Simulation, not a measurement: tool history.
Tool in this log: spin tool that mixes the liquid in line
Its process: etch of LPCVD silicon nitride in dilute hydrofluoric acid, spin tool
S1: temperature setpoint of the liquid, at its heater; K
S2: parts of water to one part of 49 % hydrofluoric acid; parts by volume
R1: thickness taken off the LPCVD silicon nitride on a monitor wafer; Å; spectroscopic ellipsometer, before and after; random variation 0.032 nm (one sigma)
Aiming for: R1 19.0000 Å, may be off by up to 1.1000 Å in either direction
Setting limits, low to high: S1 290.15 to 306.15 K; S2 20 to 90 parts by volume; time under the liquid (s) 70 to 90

run 1 hour=0.0 | S1=298.15 S2=50 time_under_the_liquid_(s)=90 | R1=7.6030
run 2 hour=1.7 | S1=298.15 S2=50 time_under_the_liquid_(s)=70 | R1=5.9768
run 3 hour=8.2 | S1=299.15 S2=45 time_under_the_liquid_(s)=70 | R1=6.9640
run 4 hour=15.1 | S1=299.15 S2=45 time_under_the_liquid_(s)=90 | R1=9.1994
-- hour=23.6 thermometer replaced
run 5 hour=23.6 | S1=300.15 S2=45 time_under_the_liquid_(s)=90 | R1=11.4610
run 6 hour=27.5 | S1=302.15 S2=45 time_under_the_liquid_(s)=90 | R1=13.1410
run 7 hour=28.2 | S1=302.65 S2=45 time_under_the_liquid_(s)=90 | R1=13.3580
run 8 hour=33.1 | S1=306.15 S2=35 time_under_the_liquid_(s)=90 | R1=21.2010

Exercise: of the 5 proposed moves below, exactly one satisfies all targets within the stated allowed misses. Which move is it?
run A hour=38.0 | S1=306.15 S2=30 time_under_the_liquid_(s)=80 | R1=?
run B hour=38.0 | S1=303.65 S2=25 time_under_the_liquid_(s)=70 | R1=?
run C hour=38.0 | S1=306.15 S2=30 time_under_the_liquid_(s)=85 | R1=?
run D hour=38.0 | S1=306.15 S2=25 time_under_the_liquid_(s)=70 | R1=?
run E hour=38.0 | S1=305.65 S2=25 time_under_the_liquid_(s)=75 | R1=?

move=A R1=22.6070
move=B R1=20.0960
move=C R1=24.0200
move=D R1=23.6240
move=E R1=24.5120
A: the biggest miss grows against the last run
B: every result within its allowed miss
C: the biggest miss grows against the last run
D: the biggest miss grows against the last run
E: the biggest miss grows against the last run
Answer: B

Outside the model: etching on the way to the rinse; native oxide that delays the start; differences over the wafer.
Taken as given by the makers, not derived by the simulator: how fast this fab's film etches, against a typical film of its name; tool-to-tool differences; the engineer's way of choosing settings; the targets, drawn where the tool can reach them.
